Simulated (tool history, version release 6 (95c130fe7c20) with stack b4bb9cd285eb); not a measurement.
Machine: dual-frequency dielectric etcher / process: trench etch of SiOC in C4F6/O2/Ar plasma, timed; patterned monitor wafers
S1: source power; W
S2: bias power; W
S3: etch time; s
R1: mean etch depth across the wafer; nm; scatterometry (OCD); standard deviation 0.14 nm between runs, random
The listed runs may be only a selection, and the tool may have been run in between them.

run	hour	S1	S2	S3	R1
1	0	460	159	9.5	19.952
2	5.1	460	159	8.5	17.925
3	9.9	510	175	8.5	19.057
4	10.7	510	165	8.5	19.024
5	15.4	510	165	9.5	20.969
6	20.5	540	167	9.5	21.503
7	26.5	570	169	9.5	21.86

The next listed run, before its measurement:
8	33.4	590	173	9.5	?

R1: 22.076 nm
